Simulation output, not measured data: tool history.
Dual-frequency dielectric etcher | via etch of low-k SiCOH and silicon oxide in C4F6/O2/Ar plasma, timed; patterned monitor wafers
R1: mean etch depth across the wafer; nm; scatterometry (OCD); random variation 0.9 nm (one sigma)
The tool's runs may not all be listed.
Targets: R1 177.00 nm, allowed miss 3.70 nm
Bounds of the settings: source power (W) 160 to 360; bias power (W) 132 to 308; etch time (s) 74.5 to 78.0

{"run": 1, "hour": 0.0, "source power (W)": 260, "bias power (W)": 220, "etch time (s)": 74.5, "R1": 195.77}
{"run": 2, "hour": 8.0, "source power (W)": 260, "bias power (W)": 241, "etch time (s)": 74.5, "R1": 205.21}
{"run": 3, "hour": 13.7, "source power (W)": 250, "bias power (W)": 239, "etch time (s)": 74.5, "R1": 200.89}
{"run": 4, "hour": 20.7, "source power (W)": 240, "bias power (W)": 237, "etch time (s)": 74.5, "R1": 198.73}
{"run": 5, "hour": 27.2, "source power (W)": 240, "bias power (W)": 237, "etch time (s)": 74.5, "R1": 198.87}
{"run": 6, "hour": 31.1, "source power (W)": 280, "bias power (W)": 237, "etch time (s)": 74.5, "R1": 207.05}
{"run": 7, "hour": 33.5, "source power (W)": 270, "bias power (W)": 233, "etch time (s)": 74.5, "R1": 203.03}
{"run": 8, "hour": 38.0, "source power (W)": 260, "bias power (W)": 229, "etch time (s)": 74.5, "R1": 201.03}
{"run": 9, "hour": 44.7, "source power (W)": 250, "bias power (W)": 226, "etch time (s)": 74.5, "R1": 196.62}
{"run": 10, "hour": 52.1, "source power (W)": 240, "bias power (W)": 224, "etch time (s)": 74.5, "R1": 196.46}
{"run": 11, "hour": 57.0, "source power (W)": 190, "bias power (W)": 180, "etch time (s)": 74.5, "R1": 170.26}
{"run": 12, "hour": 64.7, "source power (W)": 190, "bias power (W)": 181, "etch time (s)": 74.5, "R1": 169.33}
{"run": 13, "hour": 67.3, "source power (W)": 190, "bias power (W)": 182, "etch time (s)": 74.5, "R1": 170.09}
{"run": 14, "hour": 74.1, "source power (W)": 190, "bias power (W)": 183, "etch time (s)": 74.5, "R1": 171.16}
{"run": 15, "hour": 79.7, "source power (W)": 190, "bias power (W)": 184, "etch time (s)": 74.5, "R1": 169.86}
{"run": 16, "hour": 85.8, "source power (W)": 190, "bias power (W)": 185, "etch time (s)": 74.5, "R1": 171.95}
{"run": 17, "hour": 88.1, "source power (W)": 190, "bias power (W)": 186, "etch time (s)": 74.5, "R1": 171.9}
{"run": 18, "hour": 90.3, "source power (W)": 190, "bias power (W)": 187, "etch time (s)": 74.5, "R1": 172.54}
{"run": 19, "hour": 91.8, "source power (W)": 190, "bias power (W)": 188, "etch time (s)": 74.5, "R1": 172.72}

Which of these 4 next moves meets every target?
{"run": "A", "hour": 93.3, "source power (W)": 160, "bias power (W)": 195, "etch time (s)": 78.0, "R1": "?"}
{"run": "B", "hour": 93.3, "source power (W)": 160, "bias power (W)": 192, "etch time (s)": 74.5, "R1": "?"}
{"run": "C", "hour": 93.3, "source power (W)": 180, "bias power (W)": 212, "etch time (s)": 78.0, "R1": "?"}
{"run": "D", "hour": 93.3, "source power (W)": 210, "bias power (W)": 208, "etch time (s)": 76.0, "R1": "?"}

move=A R1=174.44
move=B R1=165.69
move=C R1=184.70
move=D R1=185.60
A: meets every target
B: further off than the last run
C: takes the result that was furthest off past its target
D: takes the result that was furthest off past its target
The right move is A.
